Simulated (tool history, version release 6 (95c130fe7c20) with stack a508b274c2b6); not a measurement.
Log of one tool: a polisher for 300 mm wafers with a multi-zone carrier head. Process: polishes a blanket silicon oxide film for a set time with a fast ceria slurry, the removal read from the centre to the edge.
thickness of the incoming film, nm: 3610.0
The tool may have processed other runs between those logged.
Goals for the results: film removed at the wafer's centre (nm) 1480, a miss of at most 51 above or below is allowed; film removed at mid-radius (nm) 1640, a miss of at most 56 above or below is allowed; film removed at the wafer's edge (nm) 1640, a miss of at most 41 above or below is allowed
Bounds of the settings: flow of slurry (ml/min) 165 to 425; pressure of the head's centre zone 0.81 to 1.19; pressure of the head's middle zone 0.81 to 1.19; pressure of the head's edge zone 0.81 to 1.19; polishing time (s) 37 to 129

run	hour	flow of slurry (ml/min)	pressure of the head's centre zone	pressure of the head's middle zone	pressure of the head's edge zone	polishing time (s)	film removed at the wafer's centre (nm)	film removed at mid-radius (nm)	film removed at the wafer's edge (nm)
1	0	275	1	1	1	83	1340.9	1231.5	1232.4
2	4.7	275	1	1	1	71	1114.4	1065.8	1049.7
3	9.3	280	0.96	1.03	1.06	80	1225.1	1241.6	1203.1
4	11.1	280	0.96	1.03	1.02	80	1228.6	1225.8	1206.7
5	19.3	280	0.96	1.03	1.08	80	1225.7	1233.7	1236.9
6	21.7	290	0.94	1.05	1.11	86	1292.5	1362.8	1347.7
7	30.1	300	0.93	1.06	1.14	90	1342.7	1431.8	1415.7
8	37.9	295	0.92	1.06	1.15	94	1394.2	1461.4	1479.2
9	43.8	305	0.91	1.07	1.16	96	1411.8	1550	1517.6
10	46.4	305	0.9	1.07	1.17	98	1415.6	1586.9	1561.4
11	53.6	310	0.9	1.07	1.18	99	1444.2	1601.8	1576.8

Which single option among these 4 for the next run brings every result within its allowed miss of target? Just one does.
A	60.8	215	0.85	1.11	1.09	105	?	?	?
B	60.8	315	0.94	1.13	1.14	96	?	?	?
C	60.8	355	0.93	1.02	1.09	99	?	?	?
D	60.8	285	0.9	1.08	1.19	102	?	?	?

move	film removed at the wafer's centre (nm)	film removed at mid-radius (nm)	film removed at the wafer's edge (nm)
A	1369.2	1702.4	1569.7
B	1449.7	1645.1	1508.5
C	1494.7	1576.5	1540.7
D	1458.7	1668.5	1622
A: moves away from the targets compared with the last run
B: moves away from the targets compared with the last run
C: moves away from the targets compared with the last run
D: hits every target within its allowed miss
Correct choice: D, which meets every target

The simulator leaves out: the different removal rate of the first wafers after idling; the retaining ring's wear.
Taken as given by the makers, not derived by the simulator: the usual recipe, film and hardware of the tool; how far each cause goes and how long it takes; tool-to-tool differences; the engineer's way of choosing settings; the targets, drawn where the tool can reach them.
